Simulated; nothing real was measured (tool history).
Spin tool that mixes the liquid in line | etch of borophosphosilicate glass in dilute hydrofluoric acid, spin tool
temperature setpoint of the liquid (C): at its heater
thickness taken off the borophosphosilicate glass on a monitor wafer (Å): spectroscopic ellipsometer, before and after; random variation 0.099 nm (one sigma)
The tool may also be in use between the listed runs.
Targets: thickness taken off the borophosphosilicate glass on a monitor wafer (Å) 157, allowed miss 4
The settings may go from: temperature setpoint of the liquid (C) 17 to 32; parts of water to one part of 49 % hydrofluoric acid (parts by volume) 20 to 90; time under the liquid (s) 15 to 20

run	hour	temperature setpoint of the liquid (C)	parts of water to one part of 49 % hydrofluoric acid (parts by volume)	time under the liquid (s)	thickness taken off the borophosphosilicate glass on a monitor wafer (Å)
1	0	24	50	20	108.28
2	2.5	26	50	20	117.88
3	5.9	27.5	50	20	127.03
4	10.2	27.5	35	20	180.88
5	17.6	26	35	20	172.29
6	23.2	25.5	35	20	166.57
7	31.8	25	35	20	165.85
8	37.9	24.5	35	20	162.51

Which of these 4 next moves meets every target?
A	44	25.5	35	20	?
B	44	28	30	15	?
C	44	26	30	15	?
D	44	24	35	20	?

move	thickness taken off the borophosphosilicate glass on a monitor wafer (Å)
A	166.98
B	163.01
C	150.2
D	156.92
A: further off than the last run
B: further off than the last run
C: takes the result that was furthest off past its target
D: meets every target
The right move is D.

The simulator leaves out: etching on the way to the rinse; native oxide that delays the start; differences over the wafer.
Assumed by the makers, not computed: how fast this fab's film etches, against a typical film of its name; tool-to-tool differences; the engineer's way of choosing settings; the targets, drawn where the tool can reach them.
